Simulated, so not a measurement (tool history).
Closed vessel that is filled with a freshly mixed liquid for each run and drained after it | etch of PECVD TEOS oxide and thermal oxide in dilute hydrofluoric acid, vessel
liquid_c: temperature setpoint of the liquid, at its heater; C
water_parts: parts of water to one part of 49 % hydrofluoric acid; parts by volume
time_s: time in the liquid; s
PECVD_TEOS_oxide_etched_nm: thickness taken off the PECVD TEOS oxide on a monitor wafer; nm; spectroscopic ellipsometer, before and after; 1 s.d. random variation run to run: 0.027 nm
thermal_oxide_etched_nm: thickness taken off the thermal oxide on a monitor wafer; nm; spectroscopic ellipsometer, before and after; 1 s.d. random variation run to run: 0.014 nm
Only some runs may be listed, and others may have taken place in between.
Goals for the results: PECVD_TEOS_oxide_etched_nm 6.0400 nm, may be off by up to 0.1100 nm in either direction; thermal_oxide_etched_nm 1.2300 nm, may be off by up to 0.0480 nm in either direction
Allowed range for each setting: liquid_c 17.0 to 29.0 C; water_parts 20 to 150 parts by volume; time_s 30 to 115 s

run	hour	liquid_c	water_parts	time_s	PECVD_TEOS_oxide_etched_nm	thermal_oxide_etched_nm
1	0.0	21.0	85	60	14.8710	3.0384
2	5.4	23.0	85	60	16.1850	3.3183
3	7.0	23.0	85	35	9.4298	1.9237
4	12.4	21.5	90	35	8.3612	1.7209
5	16.7	21.5	90	45	10.7690	2.1914
6	17.5	19.5	90	45	9.8876	1.9711
7	25.2	17.5	120	45	6.5831	1.3642
8	30.6	17.0	125	45	6.2224	1.2403
9	33.7	17.5	125	45	6.3106	1.2886
10	36.8	17.0	125	45	6.2167	1.2798

4 next moves are on the table. One of them brings every result within its allowed miss. Which?
A	39.9	17.0	95	35	?	?
B	39.9	19.5	135	45	?	?
C	39.9	17.5	110	40	?	?
D	39.9	18.0	145	50	?	?

move	PECVD_TEOS_oxide_etched_nm	thermal_oxide_etched_nm
A	6.5395	1.3201
B	6.2917	1.2701
C	6.4895	1.3100
D	6.0623	1.2238
A: further off than the last run
B: further off than the last run
C: further off than the last run
D: every result within its allowed miss
Answer: D
